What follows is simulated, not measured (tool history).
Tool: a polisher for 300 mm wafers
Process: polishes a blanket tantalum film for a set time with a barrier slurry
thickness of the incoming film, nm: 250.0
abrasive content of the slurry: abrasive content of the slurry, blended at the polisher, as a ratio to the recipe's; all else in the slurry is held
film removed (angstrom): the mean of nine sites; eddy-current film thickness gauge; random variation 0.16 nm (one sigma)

| run | hour | flow of slurry (ml/min) | pressure of the wafer on the pad (kPa) | speed of the pad under the wafer (cm/s) | abrasive content of the slurry | polishing time (s) | film removed (angstrom) |
|---|---|---|---|---|---|---|---|
| 1 | 0.0 | 300 | 9.7 | 104 | 1.00 | 35 | 369.85 |
| 2 | 3.9 | 300 | 11.7 | 104 | 1.00 | 35 | 446.98 |
| 3 | 10.3 | 295 | 9.7 | 104 | 1.00 | 35 | 368.04 |
| 4 | 15.3 | 295 | 9.7 | 104 | 0.85 | 35 | 339.56 |
| 5 | 23.7 | 290 | 9.0 | 104 | 0.85 | 35 | 319.29 |
| 6 | 30.0 | 285 | 8.3 | 104 | 0.85 | 35 | 290.99 |
| 7 | 31.6 | 270 | 7.6 | 104 | 0.85 | 35 | 266.08 |

Forecast run 8:
| 8 | 36.7 | 250 | 7.6 | 104 | 0.85 | 35 | ? |

Run 8 gave film removed (angstrom) 267.25.

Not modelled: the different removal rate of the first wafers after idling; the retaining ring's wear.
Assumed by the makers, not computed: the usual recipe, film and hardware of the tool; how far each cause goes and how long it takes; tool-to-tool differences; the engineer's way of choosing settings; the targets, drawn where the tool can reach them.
